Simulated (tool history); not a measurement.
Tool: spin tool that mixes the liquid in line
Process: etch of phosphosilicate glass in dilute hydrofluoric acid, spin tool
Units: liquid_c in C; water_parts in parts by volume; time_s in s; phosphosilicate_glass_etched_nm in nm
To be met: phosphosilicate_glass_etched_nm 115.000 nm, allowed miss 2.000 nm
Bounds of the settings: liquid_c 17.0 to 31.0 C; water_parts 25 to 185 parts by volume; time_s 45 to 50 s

run    day  liquid_c  water_parts  time_s  phosphosilicate_glass_etched_nm
  1  0.000      23.0          105      45                           63.021
  2  0.258      20.5          105      45                           56.688
  3  0.367      23.5          105      45                           64.031
  4  0.567      23.5          105      45                           64.535
  5  0.638      25.5          100      45                           73.636
  6  0.700      25.5          100      45                           72.804
  7  0.821      25.5          100      45                           72.846
  8  0.962      29.5           75      45                          117.630

Which of these 4 next moves meets every target?
  A  1.104      31.0           80      45                                ?
  B  1.104      24.0           65      45                                ?
  C  1.104      31.0           85      45                                ?
  D  1.104      30.0           75      45                                ?

move  phosphosilicate_glass_etched_nm
   A                          114.730
   B                          109.550
   C                          107.180
   D                          118.680
A: meets every target
B: takes the result that was furthest off past its target
C: takes the result that was furthest off past its target
D: further off than the last run
Answer: A

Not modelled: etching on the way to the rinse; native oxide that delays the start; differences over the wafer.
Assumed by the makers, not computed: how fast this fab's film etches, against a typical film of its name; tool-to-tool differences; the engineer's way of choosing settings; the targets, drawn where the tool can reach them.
